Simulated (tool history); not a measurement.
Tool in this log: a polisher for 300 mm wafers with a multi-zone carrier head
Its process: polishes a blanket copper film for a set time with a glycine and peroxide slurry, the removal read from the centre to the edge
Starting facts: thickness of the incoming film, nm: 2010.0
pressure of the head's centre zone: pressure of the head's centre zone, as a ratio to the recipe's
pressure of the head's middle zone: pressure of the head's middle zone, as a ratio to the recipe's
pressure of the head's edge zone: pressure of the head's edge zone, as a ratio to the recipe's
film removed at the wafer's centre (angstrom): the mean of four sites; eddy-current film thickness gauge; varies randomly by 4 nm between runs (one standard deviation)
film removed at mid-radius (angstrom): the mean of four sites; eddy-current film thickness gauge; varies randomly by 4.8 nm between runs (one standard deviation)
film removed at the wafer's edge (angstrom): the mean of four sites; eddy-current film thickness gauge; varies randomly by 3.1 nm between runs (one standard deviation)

run	day	flow of slurry (ml/min)	pressure of the head's centre zone	pressure of the head's middle zone	pressure of the head's edge zone	polishing time (s)	film removed at the wafer's centre (angstrom)	film removed at mid-radius (angstrom)	film removed at the wafer's edge (angstrom)
1	0	150	1	1	1	60	4332	4311.5	4198
2	0.279	145	0.98	1	1	59	4159.9	4096.8	4064.4
3	0.433	140	0.96	1.02	1.01	58	3893.7	4114.4	4052.5
4	0.562	115	0.96	1.02	1.01	58	3704	3803.6	4001.5
5	0.792	115	0.96	1.02	1.01	47	3020.1	3175.8	3193
6	1.171	90	0.96	1.02	1.01	47	2794.2	2902.6	3044.2
7	1.271	95	0.95	1.03	1.02	47	2846.3	3088.5	3051.6
8	1.5	100	0.94	1.03	1.03	47	2811.1	3140.7	3091.3
9	1.55	100	0.93	1.03	1.04	48	2738.2	3070.1	3179
10	1.788	105	0.93	1.04	1.04	48	2830.7	3223.4	3240.2
11	1.925	110	0.93	1.04	1.04	48	2942.4	3293.9	3288.9
12	2.15	110	0.92	1.04	1.04	48	2847.7	3319.3	3258.1
13	2.525	110	0.92	1.04	1.05	48	2893.9	3267.5	3307.6
14	2.633	110	0.91	1.04	1.05	48	2882.3	3291.1	3286.3

Run 15 has not been measured yet. What should we expect?
15	2.854	110	0.9	1.04	1.06	48	?	?	?

Run 15 measured film removed at the wafer's centre (angstrom) 2782.2, film removed at mid-radius (angstrom) 3248, film removed at the wafer's edge (angstrom) 3243.9.
